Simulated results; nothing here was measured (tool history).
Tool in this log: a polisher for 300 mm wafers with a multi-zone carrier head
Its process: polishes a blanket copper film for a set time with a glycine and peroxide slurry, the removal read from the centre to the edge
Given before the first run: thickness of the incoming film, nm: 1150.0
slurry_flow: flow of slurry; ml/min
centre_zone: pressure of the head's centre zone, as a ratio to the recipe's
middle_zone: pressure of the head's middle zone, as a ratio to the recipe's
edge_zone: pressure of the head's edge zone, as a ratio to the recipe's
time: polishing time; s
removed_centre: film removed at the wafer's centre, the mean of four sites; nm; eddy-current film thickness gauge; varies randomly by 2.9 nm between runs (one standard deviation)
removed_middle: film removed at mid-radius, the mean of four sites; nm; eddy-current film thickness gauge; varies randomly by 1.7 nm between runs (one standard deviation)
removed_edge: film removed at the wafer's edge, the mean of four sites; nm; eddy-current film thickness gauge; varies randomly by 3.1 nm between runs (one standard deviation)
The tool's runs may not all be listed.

{"run": 1, "hour": 0.0, "slurry_flow": 320, "centre_zone": 1, "middle_zone": 1, "edge_zone": 1, "time": 67, "removed_centre": 333.89, "removed_middle": 328.09, "removed_edge": 324.48}
{"run": 2, "hour": 3.3, "slurry_flow": 310, "centre_zone": 1, "middle_zone": 0.95, "edge_zone": 0.97, "time": 66, "removed_centre": 325.44, "removed_middle": 306.54, "removed_edge": 315.61}
{"run": 3, "hour": 11.9, "slurry_flow": 310, "centre_zone": 1, "middle_zone": 0.89, "edge_zone": 0.97, "time": 66, "removed_centre": 324.43, "removed_middle": 294.98, "removed_edge": 318.9}
{"run": 4, "hour": 14.7, "slurry_flow": 300, "centre_zone": 1, "middle_zone": 0.87, "edge_zone": 0.94, "time": 66, "removed_centre": 325.32, "removed_middle": 285.74, "removed_edge": 307.97}
{"run": 5, "hour": 21.3, "slurry_flow": 270, "centre_zone": 1, "middle_zone": 0.87, "edge_zone": 0.94, "time": 66, "removed_centre": 320.17, "removed_middle": 281.95, "removed_edge": 308.67}
{"hour": 25.7, "done": "slurry nozzle cleaned"}
{"run": 6, "hour": 25.7, "slurry_flow": 260, "centre_zone": 1, "middle_zone": 0.86, "edge_zone": 0.93, "time": 66, "removed_centre": 333.01, "removed_middle": 288.31, "removed_edge": 318.25}

The next listed run, before its measurement:
{"run": 7, "hour": 32.5, "slurry_flow": 280, "centre_zone": 0.99, "middle_zone": 0.84, "edge_zone": 0.92, "time": 66, "removed_centre": "?", "removed_middle": "?", "removed_edge": "?"}

Logged for run 7: removed_centre 337.14 nm, removed_middle 289.33 nm, removed_edge 314.87 nm.
